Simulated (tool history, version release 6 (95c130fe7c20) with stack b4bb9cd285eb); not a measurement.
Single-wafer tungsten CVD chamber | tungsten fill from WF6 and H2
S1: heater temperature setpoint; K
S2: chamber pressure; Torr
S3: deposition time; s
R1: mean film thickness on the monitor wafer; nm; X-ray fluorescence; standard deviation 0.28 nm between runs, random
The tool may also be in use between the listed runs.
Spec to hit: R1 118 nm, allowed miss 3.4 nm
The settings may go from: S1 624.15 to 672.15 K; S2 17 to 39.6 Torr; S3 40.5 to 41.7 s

run  hour      S1    S2    S3      R1
  1     0  648.15  28.3  40.5  72.421
  2   6.8  648.15  28.3  40.5  72.584
  3   9.6  648.15  28.3  40.5  72.439
  4  16.7  648.15  28.3  41.7  74.516
  5  17.5  653.15  28.5  41.7   81.76
  6  22.3  653.15    32  41.7  88.539
  7  25.6  657.15  32.2  41.7  95.453
  8  29.8  660.15  32.3  41.7   101.1

5 next moves are on the table. One of them brings every result within its allowed miss. Which?
  A    34  664.15  33.2  41.7   ?
  B    34  653.15  32.5  40.5   ?
  C    34  666.15  32.1  41.7   ?
  D    34  670.15  33.1    41   ?
  E    34  660.15  37.2  41.7   ?

move      R1
   A  110.01
   B  86.896
   C  111.33
   D  119.39
   E  110.29
A: closer than the last run, but not yet in spec
B: lands further from the targets than the last run did
C: closer than the last run, but not yet in spec
D: each result inside its tolerance
E: closer than the last run, but not yet in spec
Correct choice: D, which meets every target
